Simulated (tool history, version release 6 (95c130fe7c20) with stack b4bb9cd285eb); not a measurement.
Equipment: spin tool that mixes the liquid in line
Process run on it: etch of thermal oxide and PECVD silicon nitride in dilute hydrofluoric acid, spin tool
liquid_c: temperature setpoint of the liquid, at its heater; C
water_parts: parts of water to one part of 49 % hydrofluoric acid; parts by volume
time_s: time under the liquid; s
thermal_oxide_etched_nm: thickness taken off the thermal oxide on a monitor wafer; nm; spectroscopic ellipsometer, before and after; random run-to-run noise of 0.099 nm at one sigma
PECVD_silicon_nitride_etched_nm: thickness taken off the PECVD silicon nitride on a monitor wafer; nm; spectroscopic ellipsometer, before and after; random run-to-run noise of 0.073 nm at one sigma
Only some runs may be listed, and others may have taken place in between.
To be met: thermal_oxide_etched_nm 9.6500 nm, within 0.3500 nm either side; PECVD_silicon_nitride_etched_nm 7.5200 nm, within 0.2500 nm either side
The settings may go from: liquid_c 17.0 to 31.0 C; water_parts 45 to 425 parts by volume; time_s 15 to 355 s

run    day  liquid_c  water_parts  time_s  thermal_oxide_etched_nm  PECVD_silicon_nitride_etched_nm
  1  0.000      23.0          235     180                   3.4796                           3.2785
  2  0.288      23.5          185     180                   4.6831                           4.2377
  3  0.346      23.5          185     245                   6.3768                           5.8826
  4  0.396      23.0          155     235                   7.5034                           6.4127
  5  0.488      23.0          140     230                   8.1715                           6.9527
  6  0.758      23.0          210     230                   5.0721                           4.7485
  7  0.850      23.0          210     230                   5.1481                           4.6849
  8  0.962      22.5          180     225                   5.8190                           5.0795
  9  1.162      22.5          155     215                   6.6570                           5.6796
 10  1.425      22.5          135     210                   7.6223                           6.3250
 11  1.796      22.5          125     205                   8.0498                           6.7495
 12  2.100      22.0          115     205                   8.7837                           7.0367
 13  2.362      22.0          110     205                   9.0837                           7.3328
 14  2.517      21.5           85     200                  11.6870                           8.8619
 15  2.762      21.5           90     200                  10.7920                           8.3785
 16  2.788      21.5           95     200                  10.3390                           8.0584

Which of these 4 next moves meets every target?
  A  2.812      20.0          135     290                        ?                                ?
  B  2.812      24.5          110     195                        ?                                ?
  C  2.812      19.0           85     200                        ?                                ?
  D  2.812      21.0          105     245                        ?                                ?

move  thermal_oxide_etched_nm  PECVD_silicon_nitride_etched_nm
   A                   9.6061                           7.5526
   B                   9.7426                           8.3767
   C                  10.6230                           7.6358
   D                  11.2060                           8.7262
A: all results in spec
B: misses by more than the last run did
C: gets the furthest-off result to its target, but another result is out of tolerance
D: misses by more than the last run did
Answer: A
